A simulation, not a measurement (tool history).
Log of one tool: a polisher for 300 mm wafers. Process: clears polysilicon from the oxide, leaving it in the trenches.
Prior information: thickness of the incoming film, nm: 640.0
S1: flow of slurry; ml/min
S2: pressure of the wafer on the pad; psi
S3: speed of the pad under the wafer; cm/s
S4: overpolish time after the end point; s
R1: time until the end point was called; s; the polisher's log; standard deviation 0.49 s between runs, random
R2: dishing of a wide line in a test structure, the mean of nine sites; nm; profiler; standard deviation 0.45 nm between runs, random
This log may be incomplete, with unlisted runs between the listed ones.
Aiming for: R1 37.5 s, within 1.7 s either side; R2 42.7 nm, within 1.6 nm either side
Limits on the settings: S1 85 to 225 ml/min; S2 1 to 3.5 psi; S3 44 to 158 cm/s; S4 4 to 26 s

run	hour	S1	S2	S3	S4	R1	R2
1	0	145	2.2	100	13	69.565	40.193
2	7.6	150	2.6	102	12	56.393	40.971
3	9.5	155	2.9	102	11	50.169	41.543
4	16.5	155	3.1	104	10	46.033	41.026
5	22.3	160	3.2	106	10	43.96	41.665
6	23.1	160	2.8	106	10	49.075	41.116
7	30.9	170	3	106	10	46.446	41.442
8	32.6	170	3.2	108	10	41.742	41.373
9	36.9	170	3.3	108	11	40.986	42.398
10	40.6	170	3.4	108	11	39.424	42.674

Below are 5 possible settings for the next run. Only one of them brings all results inside the allowed miss of their targets. Which is it?
A	44.3	180	3.1	114	24	?	?
B	44.3	205	3.5	110	16	?	?
C	44.3	220	3	108	19	?	?
D	44.3	200	3.3	102	14	?	?
E	44.3	165	2.9	126	12	?	?

move	R1	R2
A	41.488	42.389
B	37.207	42.338
C	43.517	42.344
D	42.607	42.125
E	40.913	41.93
A: moves away from the targets compared with the last run
B: in spec on every target
C: moves away from the targets compared with the last run
D: moves away from the targets compared with the last run
E: moves away from the targets compared with the last run
The right move is B.

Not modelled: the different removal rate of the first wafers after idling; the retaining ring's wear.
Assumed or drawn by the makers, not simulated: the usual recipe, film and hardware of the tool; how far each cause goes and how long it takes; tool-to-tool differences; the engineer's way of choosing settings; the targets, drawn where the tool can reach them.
